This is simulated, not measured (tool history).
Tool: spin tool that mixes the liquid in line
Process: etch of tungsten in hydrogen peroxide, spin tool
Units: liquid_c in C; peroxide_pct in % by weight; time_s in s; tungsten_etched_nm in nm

{"run": 1, "day": 0.0, "liquid_c": 47.0, "peroxide_pct": 21, "time_s": 15, "tungsten_etched_nm": 37.584}
{"run": 2, "day": 0.196, "liquid_c": 52.5, "peroxide_pct": 21, "time_s": 15, "tungsten_etched_nm": 52.73}
{"run": 3, "day": 0.221, "liquid_c": 45.5, "peroxide_pct": 21, "time_s": 15, "tungsten_etched_nm": 34.606}
{"run": 4, "day": 0.492, "liquid_c": 43.5, "peroxide_pct": 21, "time_s": 15, "tungsten_etched_nm": 30.752}
{"run": 5, "day": 0.525, "liquid_c": 42.0, "peroxide_pct": 21, "time_s": 15, "tungsten_etched_nm": 27.499}
{"run": 6, "day": 0.592, "liquid_c": 47.0, "peroxide_pct": 21, "time_s": 15, "tungsten_etched_nm": 37.905}
{"run": 7, "day": 0.642, "liquid_c": 44.5, "peroxide_pct": 21, "time_s": 15, "tungsten_etched_nm": 31.95}
{"run": 8, "day": 0.688, "liquid_c": 43.0, "peroxide_pct": 21, "time_s": 15, "tungsten_etched_nm": 29.36}

Forecast run 9:
{"run": 9, "day": 0.933, "liquid_c": 41.5, "peroxide_pct": 21, "time_s": 15, "tungsten_etched_nm": "?"}

{"run 9": {"tungsten_etched_nm": 26.669}}

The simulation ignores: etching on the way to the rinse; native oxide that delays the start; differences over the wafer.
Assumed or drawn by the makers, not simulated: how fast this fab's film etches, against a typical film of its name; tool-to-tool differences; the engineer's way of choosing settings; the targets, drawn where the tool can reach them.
